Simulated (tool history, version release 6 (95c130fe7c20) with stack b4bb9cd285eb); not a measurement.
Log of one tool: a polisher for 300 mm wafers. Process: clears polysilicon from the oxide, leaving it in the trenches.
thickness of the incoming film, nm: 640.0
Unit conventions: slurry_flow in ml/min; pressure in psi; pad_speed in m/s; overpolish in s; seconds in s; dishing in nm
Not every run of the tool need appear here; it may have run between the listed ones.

run  hour  slurry_flow  pressure  pad_speed  overpolish  seconds  dishing
  1   0.0          145       2.9       1.18           8   34.649   49.248
  2   4.7          145       3.2       1.18           7   31.475   49.039
  3   5.6          115       3.2       1.18           7   33.281   48.555
  4  14.5          125       3.4       1.20           6   29.803   47.696
  5  22.6           95       3.4       1.20           6   32.242   46.280
  6  26.0           95       3.6       1.22           5   30.500   44.835
  7  27.8          105       3.8       1.22           4   27.534   44.302
  8  35.8          115       3.9       1.22           4   26.457   44.582
  9  37.5          120       4.0       1.22           4   25.501   45.521
 10  40.2          115       4.1       1.24           4   24.804   44.532
 11  48.0          120       4.2       1.24           4   23.946   45.490

Expected results for the next run?
 12  48.6           85       4.5       1.36           2        ?        ?

Run 12 gave seconds 23.171 s, dishing 34.517 nm.

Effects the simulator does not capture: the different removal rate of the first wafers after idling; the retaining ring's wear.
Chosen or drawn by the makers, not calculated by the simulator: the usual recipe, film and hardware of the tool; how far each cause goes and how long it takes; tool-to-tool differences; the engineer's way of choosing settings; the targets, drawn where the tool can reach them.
